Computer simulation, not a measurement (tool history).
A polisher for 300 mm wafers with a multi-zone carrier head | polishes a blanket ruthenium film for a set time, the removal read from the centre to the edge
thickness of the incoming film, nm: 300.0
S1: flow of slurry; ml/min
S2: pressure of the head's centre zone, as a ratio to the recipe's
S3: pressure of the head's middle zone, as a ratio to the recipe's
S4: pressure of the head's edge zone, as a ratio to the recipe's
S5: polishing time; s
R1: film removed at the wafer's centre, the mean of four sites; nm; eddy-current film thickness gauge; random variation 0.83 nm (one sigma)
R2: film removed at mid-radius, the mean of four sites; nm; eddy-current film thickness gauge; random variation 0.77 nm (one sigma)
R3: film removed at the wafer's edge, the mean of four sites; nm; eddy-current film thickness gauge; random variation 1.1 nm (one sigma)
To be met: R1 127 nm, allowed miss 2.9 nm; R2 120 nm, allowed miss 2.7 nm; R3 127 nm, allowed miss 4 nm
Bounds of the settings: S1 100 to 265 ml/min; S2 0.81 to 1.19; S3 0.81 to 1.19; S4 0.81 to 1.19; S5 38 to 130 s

run	hour	S1	S2	S3	S4	S5	R1	R2	R3
1	0	170	1	1	1	84	93.531	95.733	99.367
2	5.6	200	1	1	1	84	96.373	98.688	100.52
3	7.8	200	1	1	0.93	84	97.158	97.863	97.246
4	16.3	200	1.02	1	0.97	86	99.538	102.22	102.07
5	22.6	200	1.02	1	0.89	86	99.858	100.56	97.471
6	29.2	205	1.04	1	0.93	87	103.16	101.83	100.51
7	32.3	210	1.06	1	0.96	89	107.86	105.39	104.35
8	36.7	210	1.07	1	0.99	90	107.83	104.72	107.82
9	42.1	255	1.17	1.08	1.09	98	128.95	126.56	122.99
10	42.8	250	1.17	1.07	1.1	98	129.4	124.48	124.86
11	44.8	245	1.17	1.07	1.1	98	128.38	125.14	123.52

Which of these 5 next moves meets every target?
A	46.8	220	1.15	1.05	1.09	94	?	?	?
B	46.8	225	1.19	1.16	1.05	100	?	?	?
C	46.8	250	1.18	1.1	1.12	92	?	?	?
D	46.8	265	1.15	1.07	1.15	99	?	?	?
E	46.8	210	1.11	0.99	1.07	103	?	?	?

move	R1	R2	R3
A	120.54	114.99	115.83
B	131.74	133.61	121.59
C	122.19	118.94	115.83
D	130.16	125.83	126.61
E	128.06	119.16	125.56
A: takes the result that was furthest off past its target
B: further off than the last run
C: brings the result that was furthest off to its target, and leaves another outside
D: further off than the last run
E: meets every target
The right move is E.
